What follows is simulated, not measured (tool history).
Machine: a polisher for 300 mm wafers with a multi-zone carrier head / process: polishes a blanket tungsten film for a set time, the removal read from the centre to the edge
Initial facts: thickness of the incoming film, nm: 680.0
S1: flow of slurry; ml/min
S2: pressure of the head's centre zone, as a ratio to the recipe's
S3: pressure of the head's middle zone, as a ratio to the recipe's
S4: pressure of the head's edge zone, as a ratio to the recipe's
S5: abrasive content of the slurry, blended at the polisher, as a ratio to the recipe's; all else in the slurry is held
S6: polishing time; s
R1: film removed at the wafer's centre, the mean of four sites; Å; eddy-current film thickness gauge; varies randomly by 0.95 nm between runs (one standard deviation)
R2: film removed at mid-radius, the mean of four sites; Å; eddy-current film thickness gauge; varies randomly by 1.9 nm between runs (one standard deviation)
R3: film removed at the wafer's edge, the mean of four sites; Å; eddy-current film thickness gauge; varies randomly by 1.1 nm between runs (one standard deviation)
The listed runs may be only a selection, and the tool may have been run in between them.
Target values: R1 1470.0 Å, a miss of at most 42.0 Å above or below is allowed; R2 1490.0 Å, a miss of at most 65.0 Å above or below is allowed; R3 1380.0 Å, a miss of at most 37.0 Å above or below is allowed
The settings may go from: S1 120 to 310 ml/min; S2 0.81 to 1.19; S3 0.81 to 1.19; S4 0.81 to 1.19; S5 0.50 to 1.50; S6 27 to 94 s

run 1 day=0.000 | S1=200 S2=1.00 S3=1.00 S4=1.00 S5=1.00 S6=60 | R1=2193.8 R2=2289.7 R3=2259.2
run 2 day=0.025 | S1=200 S2=1.00 S3=1.00 S4=1.00 S5=1.00 S6=74 | R1=2742.7 R2=2840.3 R3=2738.7
run 3 day=0.217 | S1=195 S2=1.01 S3=1.00 S4=0.96 S5=0.90 S6=66 | R1=2385.7 R2=2466.3 R3=2332.9
run 4 day=0.408 | S1=195 S2=1.01 S3=0.95 S4=0.96 S5=0.90 S6=66 | R1=2335.9 R2=2359.0 R3=2337.8
run 5 day=0.621 | S1=195 S2=1.01 S3=0.89 S4=0.96 S5=0.90 S6=66 | R1=2377.7 R2=2196.9 R3=2339.6
run 6 day=0.850 | S1=160 S2=1.01 S3=0.89 S4=0.96 S5=0.90 S6=66 | R1=2276.7 R2=2152.6 R3=2269.6
run 7 day=1.133 | S1=155 S2=1.02 S3=0.90 S4=0.93 S5=0.80 S6=61 | R1=1991.0 R2=1874.3 R3=1990.3
run 8 day=1.383 | S1=155 S2=1.03 S3=0.93 S4=0.90 S5=0.75 S6=58 | R1=1892.6 R2=1815.7 R3=1828.7
run 9 day=1.750 | S1=155 S2=1.03 S3=0.94 S4=0.88 S5=0.70 S6=56 | R1=1789.7 R2=1681.6 R3=1681.1
run 10 day=1.883 | S1=150 S2=0.95 S3=1.03 S4=0.81 S5=0.50 S6=52 | R1=1271.7 R2=1447.2 R3=1288.5
run 11 day=2.058 | S1=165 S2=0.96 S3=1.02 S4=0.82 S5=0.50 S6=52 | R1=1322.0 R2=1480.5 R3=1277.5

Which one of the following 4 next-run settings gets every result inside its allowed miss? There is exactly one.
run A day=2.233 | S1=205 S2=1.11 S3=1.03 S4=0.81 S5=0.50 S6=51 | R1=? R2=? R3=?
run B day=2.233 | S1=200 S2=1.00 S3=1.04 S4=0.86 S5=0.50 S6=47 | R1=? R2=? R3=?
run C day=2.233 | S1=260 S2=1.04 S3=1.10 S4=0.81 S5=0.50 S6=50 | R1=? R2=? R3=?
run D day=2.233 | S1=130 S2=1.04 S3=1.00 S4=0.85 S5=0.55 S6=53 | R1=? R2=? R3=?

move=A R1=1557.6 R2=1503.5 R3=1313.4
move=B R1=1289.2 R2=1393.2 R3=1236.1
move=C R1=1476.6 R2=1603.3 R3=1313.3
move=D R1=1480.2 R2=1500.5 R3=1396.3
A: moves the result that the last run missed by most past its target, out the other side
B: misses by more than the last run did
C: corrects the largest miss of the last run, while another result sits out of spec
D: hits every target within its allowed miss
So the answer is move D, the one that meets all the targets.
